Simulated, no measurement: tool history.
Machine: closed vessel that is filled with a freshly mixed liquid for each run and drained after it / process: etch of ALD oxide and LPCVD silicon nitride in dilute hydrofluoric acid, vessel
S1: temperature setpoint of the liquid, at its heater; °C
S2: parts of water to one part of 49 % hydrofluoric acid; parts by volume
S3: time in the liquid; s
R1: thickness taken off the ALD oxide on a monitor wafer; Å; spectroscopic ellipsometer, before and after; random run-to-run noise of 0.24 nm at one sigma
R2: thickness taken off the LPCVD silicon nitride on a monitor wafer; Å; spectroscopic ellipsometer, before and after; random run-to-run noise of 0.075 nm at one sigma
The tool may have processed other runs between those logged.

run,hour,S1,S2,S3,R1,R2
1,0,22,225,150,153.8,2.8277
2,5,18.5,225,150,134.15,2.5021
3,6.3,18.5,225,185,165.56,2.1786
4,9.3,20.5,210,185,193.75,2.8787
5,14.7,22,195,185,224.45,4.2916
6,19.4,22,195,230,280.3,4.8779
7,26.6,23,190,230,299.66,5.0156

Forecast run 8:
8,29.9,24,185,230,?,?

Run 8 produced R1 316.57 Å, R2 6.3621 Å.

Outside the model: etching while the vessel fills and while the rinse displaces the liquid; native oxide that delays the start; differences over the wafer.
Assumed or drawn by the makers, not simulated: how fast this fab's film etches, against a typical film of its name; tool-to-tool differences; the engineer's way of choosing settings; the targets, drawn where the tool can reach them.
